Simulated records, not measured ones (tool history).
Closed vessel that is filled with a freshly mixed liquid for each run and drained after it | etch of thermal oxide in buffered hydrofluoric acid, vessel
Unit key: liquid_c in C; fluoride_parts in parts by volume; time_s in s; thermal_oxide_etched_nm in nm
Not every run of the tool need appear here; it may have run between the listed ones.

{"run": 1, "hour": 0.0, "liquid_c": 25, "fluoride_parts": 10, "time_s": 30, "thermal_oxide_etched_nm": 34.342}
{"run": 2, "hour": 4.8, "liquid_c": 25, "fluoride_parts": 10, "time_s": 30, "thermal_oxide_etched_nm": 34.347}
{"run": 3, "hour": 12.8, "liquid_c": 21.5, "fluoride_parts": 10, "time_s": 30, "thermal_oxide_etched_nm": 28.559}
{"run": 4, "hour": 15.5, "liquid_c": 23, "fluoride_parts": 10, "time_s": 30, "thermal_oxide_etched_nm": 31.03}
{"run": 5, "hour": 20.9, "liquid_c": 21, "fluoride_parts": 10, "time_s": 30, "thermal_oxide_etched_nm": 27.72}
{"run": 6, "hour": 28.2, "liquid_c": 21, "fluoride_parts": 8, "time_s": 30, "thermal_oxide_etched_nm": 33.199}
{"run": 7, "hour": 36.7, "liquid_c": 22, "fluoride_parts": 8, "time_s": 30, "thermal_oxide_etched_nm": 35.419}

Estimate the outcome of run 8 from the log above:
{"run": 8, "hour": 39.8, "liquid_c": 23, "fluoride_parts": 8, "time_s": 30, "thermal_oxide_etched_nm": "?"}

{"run 8": {"thermal_oxide_etched_nm": 37.455}}
